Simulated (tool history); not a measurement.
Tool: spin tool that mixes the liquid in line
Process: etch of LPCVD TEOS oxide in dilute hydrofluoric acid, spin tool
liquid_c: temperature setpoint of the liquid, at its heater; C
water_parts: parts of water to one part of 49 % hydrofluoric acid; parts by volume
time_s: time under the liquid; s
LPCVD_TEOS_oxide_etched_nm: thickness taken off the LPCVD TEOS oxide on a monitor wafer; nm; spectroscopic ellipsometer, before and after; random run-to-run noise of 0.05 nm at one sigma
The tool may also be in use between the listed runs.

run 1 hour=0 | liquid_c=24 water_parts=90 time_s=15 | LPCVD_TEOS_oxide_etched_nm=7.2868
run 2 hour=2.9 | liquid_c=25.5 water_parts=90 time_s=15 | LPCVD_TEOS_oxide_etched_nm=7.6841
run 3 hour=8.3 | liquid_c=25.5 water_parts=90 time_s=15 | LPCVD_TEOS_oxide_etched_nm=7.5715
run 4 hour=11.5 | liquid_c=25.5 water_parts=90 time_s=15 | LPCVD_TEOS_oxide_etched_nm=7.5983
run 5 hour=17.6 | liquid_c=23.5 water_parts=90 time_s=15 | LPCVD_TEOS_oxide_etched_nm=6.9851
run 6 hour=19.5 | liquid_c=25 water_parts=90 time_s=15 | LPCVD_TEOS_oxide_etched_nm=7.3625
run 7 hour=28.3 | liquid_c=23.5 water_parts=90 time_s=15 | LPCVD_TEOS_oxide_etched_nm=6.983

The next listed run, before its measurement:
run 8 hour=29.2 | liquid_c=22.5 water_parts=90 time_s=15 | LPCVD_TEOS_oxide_etched_nm=?

Logged for run 8: LPCVD_TEOS_oxide_etched_nm 6.7783 nm.

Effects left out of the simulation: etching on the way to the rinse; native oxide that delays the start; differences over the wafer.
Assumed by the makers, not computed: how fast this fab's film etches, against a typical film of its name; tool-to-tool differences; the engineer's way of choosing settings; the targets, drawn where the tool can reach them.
